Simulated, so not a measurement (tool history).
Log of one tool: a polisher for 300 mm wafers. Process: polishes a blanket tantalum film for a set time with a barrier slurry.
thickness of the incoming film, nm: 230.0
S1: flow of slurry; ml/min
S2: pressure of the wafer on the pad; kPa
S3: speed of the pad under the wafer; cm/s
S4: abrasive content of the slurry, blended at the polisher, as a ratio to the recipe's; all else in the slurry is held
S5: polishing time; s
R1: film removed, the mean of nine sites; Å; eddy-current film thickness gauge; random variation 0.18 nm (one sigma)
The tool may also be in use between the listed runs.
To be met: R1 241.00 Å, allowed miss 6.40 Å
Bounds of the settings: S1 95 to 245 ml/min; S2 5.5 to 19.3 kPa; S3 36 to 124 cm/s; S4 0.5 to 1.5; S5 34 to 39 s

{"run": 1, "hour": 0.0, "S1": 155, "S2": 12.4, "S3": 80, "S4": 1.0, "S5": 39, "R1": 480.36}
{"run": 2, "hour": 6.4, "S1": 150, "S2": 11.0, "S3": 78, "S4": 1.0, "S5": 39, "R1": 416.35}
{"run": 3, "hour": 14.2, "S1": 145, "S2": 9.7, "S3": 76, "S4": 1.0, "S5": 39, "R1": 367.01}
{"run": 4, "hour": 17.2, "S1": 140, "S2": 9.0, "S3": 74, "S4": 1.0, "S5": 39, "R1": 333.43}
{"run": 5, "hour": 18.3, "S1": 140, "S2": 9.0, "S3": 90, "S4": 1.0, "S5": 39, "R1": 399.79}
{"hour": 20.3, "done": "slurry blender recalibrated"}
{"run": 6, "hour": 20.3, "S1": 120, "S2": 9.0, "S3": 90, "S4": 1.0, "S5": 39, "R1": 420.4}
{"run": 7, "hour": 28.1, "S1": 135, "S2": 8.3, "S3": 86, "S4": 1.0, "S5": 39, "R1": 392.44}
{"run": 8, "hour": 34.9, "S1": 135, "S2": 7.6, "S3": 80, "S4": 1.0, "S5": 39, "R1": 336.57}
{"run": 9, "hour": 41.9, "S1": 135, "S2": 7.6, "S3": 80, "S4": 1.0, "S5": 39, "R1": 338.16}
{"run": 10, "hour": 49.3, "S1": 135, "S2": 6.9, "S3": 76, "S4": 1.0, "S5": 39, "R1": 299.28}
{"run": 11, "hour": 54.6, "S1": 115, "S2": 5.5, "S3": 70, "S4": 1.0, "S5": 39, "R1": 225.53}
{"run": 12, "hour": 58.9, "S1": 120, "S2": 5.5, "S3": 70, "S4": 1.0, "S5": 39, "R1": 225.79}
{"run": 13, "hour": 63.9, "S1": 125, "S2": 5.5, "S3": 70, "S4": 1.0, "S5": 39, "R1": 230.06}
{"run": 14, "hour": 69.8, "S1": 130, "S2": 5.5, "S3": 70, "S4": 1.0, "S5": 39, "R1": 232.12}
{"run": 15, "hour": 73.7, "S1": 135, "S2": 5.5, "S3": 70, "S4": 1.0, "S5": 39, "R1": 234.42}

4 next moves are on the table. One of them brings every result within its allowed miss. Which?
{"run": "A", "hour": 77.6, "S1": 155, "S2": 6.2, "S3": 66, "S4": 1.0, "S5": 35, "R1": "?"}
{"run": "B", "hour": 77.6, "S1": 140, "S2": 6.2, "S3": 62, "S4": 1.1, "S5": 37, "R1": "?"}
{"run": "C", "hour": 77.6, "S1": 135, "S2": 5.5, "S3": 72, "S4": 1.0, "S5": 37, "R1": "?"}
{"run": "D", "hour": 77.6, "S1": 130, "S2": 5.5, "S3": 78, "S4": 0.9, "S5": 38, "R1": "?"}

move=A R1=221.42
move=B R1=223.77
move=C R1=227.34
move=D R1=239.41
A: further off than the last run
B: further off than the last run
C: further off than the last run
D: meets every target
Move D is the one to make.

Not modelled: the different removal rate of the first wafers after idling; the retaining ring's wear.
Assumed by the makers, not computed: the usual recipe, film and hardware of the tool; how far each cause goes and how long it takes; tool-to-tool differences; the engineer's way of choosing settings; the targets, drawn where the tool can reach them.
